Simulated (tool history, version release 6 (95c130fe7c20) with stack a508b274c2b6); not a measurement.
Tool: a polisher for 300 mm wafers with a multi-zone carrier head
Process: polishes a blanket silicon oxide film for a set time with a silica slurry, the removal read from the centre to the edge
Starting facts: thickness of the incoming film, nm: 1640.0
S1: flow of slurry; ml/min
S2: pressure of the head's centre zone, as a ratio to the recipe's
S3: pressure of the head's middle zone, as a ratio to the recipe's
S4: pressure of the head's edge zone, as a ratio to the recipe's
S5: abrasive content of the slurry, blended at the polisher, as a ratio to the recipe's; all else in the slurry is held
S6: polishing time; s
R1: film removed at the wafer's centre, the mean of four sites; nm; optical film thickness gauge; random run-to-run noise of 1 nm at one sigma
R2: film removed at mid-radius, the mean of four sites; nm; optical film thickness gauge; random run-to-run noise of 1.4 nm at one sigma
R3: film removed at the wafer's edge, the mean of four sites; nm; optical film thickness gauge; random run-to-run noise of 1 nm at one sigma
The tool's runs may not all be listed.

| run | hour | S1 | S2 | S3 | S4 | S5 | S6 | R1 | R2 | R3 |
|---|---|---|---|---|---|---|---|---|---|---|
| 1 | 0.0 | 165 | 1.00 | 1.00 | 1.00 | 1.00 | 31 | 147.53 | 144.59 | 142.52 |
| 2 | 1.4 | 150 | 0.98 | 0.98 | 0.99 | 1.00 | 31 | 142.36 | 138.94 | 143.93 |
| 3 | 6.3 | 150 | 0.98 | 0.98 | 0.99 | 1.00 | 25 | 114.86 | 113.05 | 113.63 |
| 4 | 13.5 | 170 | 0.97 | 0.98 | 1.04 | 1.05 | 25 | 118.01 | 119.39 | 122.24 |
| 5 | 15.4 | 130 | 0.97 | 0.98 | 1.04 | 1.05 | 25 | 111.20 | 111.20 | 117.59 |
| 6 | 21.1 | 130 | 0.97 | 0.98 | 1.10 | 1.05 | 25 | 111.43 | 112.26 | 120.53 |

Expected results for the next run?
| 7 | 24.9 | 155 | 0.98 | 0.98 | 1.12 | 1.05 | 25 | ? | ? | ? |

{"run 7": {"R1": 117.13, "R2": 118.34, "R3": 124.88}}

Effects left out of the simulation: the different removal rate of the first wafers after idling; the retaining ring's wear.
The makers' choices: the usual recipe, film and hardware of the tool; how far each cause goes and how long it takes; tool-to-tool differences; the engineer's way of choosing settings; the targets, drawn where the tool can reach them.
